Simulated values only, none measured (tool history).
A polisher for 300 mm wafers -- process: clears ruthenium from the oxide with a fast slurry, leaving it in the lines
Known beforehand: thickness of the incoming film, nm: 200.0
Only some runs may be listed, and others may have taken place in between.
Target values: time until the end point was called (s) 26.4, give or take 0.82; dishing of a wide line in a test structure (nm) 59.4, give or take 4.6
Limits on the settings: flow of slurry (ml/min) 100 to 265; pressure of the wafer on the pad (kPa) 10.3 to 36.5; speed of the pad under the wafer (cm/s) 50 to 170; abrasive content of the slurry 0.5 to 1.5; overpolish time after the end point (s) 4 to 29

run    day  flow of slurry (ml/min)  pressure of the wafer on the pad (kPa)  speed of the pad under the wafer (cm/s)  abrasive content of the slurry  overpolish time after the end point (s)  time until the end point was called (s)  dishing of a wide line in a test structure (nm)
  1      0                      170                                    23.4                                      110                               1                                       15                                   41.404                                           45.046
  2  0.071                      180                                    26.9                                      110                               1                                       15                                    36.98                                           50.853
  3  0.392                      180                                    20.7                                      110                               1                                       15                                   45.437                                           44.797
  4    0.6                      190                                    25.5                                      110                               1                                       15                                    37.93                                           49.847
  5  0.642                      190                                    25.5                                      110                               1                                       21                                   38.236                                            61.25
  6  0.954                      195                                    28.3                                      110                               1                                       19                                   34.607                                           58.216
  7  1.067                      200                                    30.3                                      110                               1                                       18                                   32.543                                           59.166
  8  1.412                      200                                    32.4                                      110                               1                                       17                                   31.216                                           60.493

Exercise: of the 5 proposed moves below, exactly one satisfies all targets within the stated allowed misses. Which move is it?
  A  1.758                      195                                    34.5                                      142                               1                                       15                                        ?                                                ?
  B  1.758                      210                                    33.8                                      112                            1.05                                       16                                        ?                                                ?
  C  1.758                      205                                    35.2                                      122                             1.1                                       16                                        ?                                                ?
  D  1.758                      145                                    34.5                                      136                            1.05                                       17                                        ?                                                ?
  E  1.758                      175                                    31.7                                      138                            0.95                                       15                                        ?                                                ?

move  time until the end point was called (s)  dishing of a wide line in a test structure (nm)
   A                                   23.316                                           64.513
   B                                   28.947                                           60.172
   C                                    25.32                                           64.015
   D                                   24.926                                           66.102
   E                                   26.726                                           60.621
A: pushes the last run's worst result past its target
B: closer than the last run, but not yet in spec
C: pushes the last run's worst result past its target
D: pushes the last run's worst result past its target
E: every result within its allowed miss
The right move is E.
